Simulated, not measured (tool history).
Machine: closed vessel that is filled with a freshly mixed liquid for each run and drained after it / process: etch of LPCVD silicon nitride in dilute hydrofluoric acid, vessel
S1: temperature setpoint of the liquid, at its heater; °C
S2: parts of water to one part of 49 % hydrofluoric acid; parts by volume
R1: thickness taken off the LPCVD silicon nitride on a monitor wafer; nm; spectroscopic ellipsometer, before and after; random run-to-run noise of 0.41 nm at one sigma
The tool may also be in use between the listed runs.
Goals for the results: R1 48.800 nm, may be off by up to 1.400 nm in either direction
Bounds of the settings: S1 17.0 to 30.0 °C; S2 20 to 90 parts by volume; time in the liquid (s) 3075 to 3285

Run 1, day 0.000: S1 22.0 °C, S2 50 parts by volume, time in the liquid (s) 3075. Result: R1 34.214 nm.
Run 2, day 0.167: S1 18.5 °C, S2 50 parts by volume, time in the liquid (s) 3075. Result: R1 26.829 nm.
Run 3, day 0.192: S1 20.0 °C, S2 50 parts by volume, time in the liquid (s) 3075. Result: R1 29.761 nm.
Run 4, day 0.408: S1 21.5 °C, S2 50 parts by volume, time in the liquid (s) 3075. Result: R1 32.385 nm.
Run 5, day 0.704: S1 19.0 °C, S2 50 parts by volume, time in the liquid (s) 3075. Result: R1 27.551 nm.
Run 6, day 0.900: S1 17.5 °C, S2 50 parts by volume, time in the liquid (s) 3075. Result: R1 25.041 nm.
Run 7, day 1.196: S1 19.5 °C, S2 50 parts by volume, time in the liquid (s) 3075. Result: R1 28.706 nm.
Run 8, day 1.521: S1 21.0 °C, S2 50 parts by volume, time in the liquid (s) 3075. Result: R1 31.949 nm.
Run 9, day 1.579: S1 22.0 °C, S2 50 parts by volume, time in the liquid (s) 3075. Result: R1 34.353 nm.
Run 10, day 1.929: S1 23.0 °C, S2 50 parts by volume, time in the liquid (s) 3075. Result: R1 35.934 nm.
Run 11, day 2.221: S1 24.0 °C, S2 50 parts by volume, time in the liquid (s) 3075. Result: R1 38.196 nm.
Run 12, day 2.367: S1 28.0 °C, S2 50 parts by volume, time in the liquid (s) 3075. Result: R1 50.527 nm.

5 candidate next runs follow, results not yet known. Just one meets every target within its allowed miss. Identify it.
Run A, day 2.512: S1 23.0 °C, S2 35 parts by volume, time in the liquid (s) 3075. Result: R1 ?.
Run B, day 2.512: S1 27.5 °C, S2 50 parts by volume, time in the liquid (s) 3285. Result: R1 ?.
Run C, day 2.512: S1 26.5 °C, S2 50 parts by volume, time in the liquid (s) 3250. Result: R1 ?.
Run D, day 2.512: S1 29.0 °C, S2 55 parts by volume, time in the liquid (s) 3235. Result: R1 ?.
Run E, day 2.512: S1 25.5 °C, S2 40 parts by volume, time in the liquid (s) 3230. Result: R1 ?.

move      R1
   A  52.069
   B  52.735
   C  48.902
   D  52.012
   E  56.697
A: further off than the last run
B: further off than the last run
C: in spec on every target
D: further off than the last run
E: further off than the last run
Move C is the one to make.
